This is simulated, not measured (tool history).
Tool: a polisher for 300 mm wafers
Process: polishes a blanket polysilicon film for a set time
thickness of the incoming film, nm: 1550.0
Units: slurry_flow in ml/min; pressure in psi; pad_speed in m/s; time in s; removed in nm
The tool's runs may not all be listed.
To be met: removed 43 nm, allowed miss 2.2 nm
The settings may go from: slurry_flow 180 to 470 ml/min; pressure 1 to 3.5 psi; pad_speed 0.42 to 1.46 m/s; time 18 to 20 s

Run 1, hour 0: slurry_flow 300 ml/min, pressure 2.2 psi, pad_speed 0.94 m/s, time 20 s. Result: removed 102.5 nm.
Run 2, hour 6.2: slurry_flow 300 ml/min, pressure 2.5 psi, pad_speed 0.94 m/s, time 20 s. Result: removed 119.3 nm.
Run 3, hour 13.9: slurry_flow 300 ml/min, pressure 2.1 psi, pad_speed 0.86 m/s, time 20 s. Result: removed 90.628 nm.
Run 4, hour 19.4: slurry_flow 300 ml/min, pressure 1.6 psi, pad_speed 0.86 m/s, time 20 s. Result: removed 71.256 nm.
Run 5, hour 24.8: slurry_flow 300 ml/min, pressure 1.4 psi, pad_speed 0.8 m/s, time 20 s. Result: removed 58.637 nm.
Run 6, hour 33.1: slurry_flow 335 ml/min, pressure 1.4 psi, pad_speed 0.8 m/s, time 20 s. Result: removed 58.847 nm.
Run 7, hour 42: slurry_flow 335 ml/min, pressure 1 psi, pad_speed 0.66 m/s, time 19 s. Result: removed 33.535 nm.
Run 8, hour 43.8: slurry_flow 335 ml/min, pressure 1.1 psi, pad_speed 0.66 m/s, time 19 s. Result: removed 36.06 nm.
Run 9, hour 46: slurry_flow 335 ml/min, pressure 1.2 psi, pad_speed 0.66 m/s, time 19 s. Result: removed 39.733 nm.

5 next moves are on the table. One of them brings every result within its allowed miss. Which?
Run A, hour 48.2: slurry_flow 315 ml/min, pressure 1 psi, pad_speed 0.8 m/s, time 18 s. Result: removed ?.
Run B, hour 48.2: slurry_flow 340 ml/min, pressure 1.3 psi, pad_speed 0.62 m/s, time 20 s. Result: removed ?.
Run C, hour 48.2: slurry_flow 270 ml/min, pressure 1.1 psi, pad_speed 0.66 m/s, time 19 s. Result: removed ?.
Run D, hour 48.2: slurry_flow 305 ml/min, pressure 1.2 psi, pad_speed 0.58 m/s, time 18 s. Result: removed ?.
Run E, hour 48.2: slurry_flow 410 ml/min, pressure 1.5 psi, pad_speed 0.46 m/s, time 18 s. Result: removed ?.

move  removed
   A   37.419
   B   41.871
   C   35.585
   D   32.578
   E   32.873
A: further off than the last run
B: meets every target
C: further off than the last run
D: further off than the last run
E: further off than the last run
Answer: B
